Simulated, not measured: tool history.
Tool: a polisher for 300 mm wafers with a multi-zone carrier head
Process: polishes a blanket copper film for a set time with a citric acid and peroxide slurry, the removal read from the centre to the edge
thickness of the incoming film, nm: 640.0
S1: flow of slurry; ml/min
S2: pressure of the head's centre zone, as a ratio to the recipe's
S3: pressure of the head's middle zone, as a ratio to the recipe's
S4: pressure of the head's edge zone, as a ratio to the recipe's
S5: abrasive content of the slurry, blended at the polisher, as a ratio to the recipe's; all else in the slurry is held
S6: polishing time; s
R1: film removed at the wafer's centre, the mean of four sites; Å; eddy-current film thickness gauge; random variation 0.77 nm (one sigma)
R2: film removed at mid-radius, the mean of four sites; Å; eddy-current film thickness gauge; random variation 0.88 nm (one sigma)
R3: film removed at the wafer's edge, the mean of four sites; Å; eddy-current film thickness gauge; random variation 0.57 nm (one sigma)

run,hour,S1,S2,S3,S4,S5,S6,R1,R2,R3
1,0.0,265,1.00,1.00,1.00,1.00,52,989.94,986.43,1010.30
2,0.6,265,1.00,1.00,1.00,1.00,59,1138.70,1121.80,1127.30
3,5.4,255,0.95,1.00,0.98,0.85,52,915.77,946.54,979.17
4,9.3,255,0.95,1.00,1.06,0.85,52,940.54,965.42,1003.70
5,17.5,255,0.95,1.00,1.00,0.85,52,899.44,944.09,964.63
6,24.6,215,0.95,1.00,1.00,0.85,52,889.10,929.20,950.74
7,31.4,205,0.92,1.01,0.97,0.75,47,776.43,827.82,826.19
8,35.9,205,0.92,1.01,0.97,0.75,47,768.82,823.82,843.81
9,39.3,200,0.89,1.02,0.96,0.70,44,680.17,760.69,766.25
10,48.3,200,0.87,1.02,0.96,0.65,42,623.38,712.87,725.01
11,53.7,200,0.85,1.02,0.95,0.60,41,582.35,704.56,702.74
12,59.9,190,0.82,0.96,0.89,0.50,38,517.17,606.11,606.58
13,61.8,195,0.82,0.97,0.91,0.50,38,514.86,616.24,611.12
14,67.5,195,0.82,0.98,0.93,0.50,38,503.29,612.76,615.29
15,68.7,200,0.83,0.99,0.94,0.50,38,520.46,603.03,621.50

Forecast run 16:
16,71.4,200,0.83,1.00,0.94,0.50,38,?,?,?

{"run 16": {"R1": 526.43, "R2": 628.32, "R3": 633.86}}

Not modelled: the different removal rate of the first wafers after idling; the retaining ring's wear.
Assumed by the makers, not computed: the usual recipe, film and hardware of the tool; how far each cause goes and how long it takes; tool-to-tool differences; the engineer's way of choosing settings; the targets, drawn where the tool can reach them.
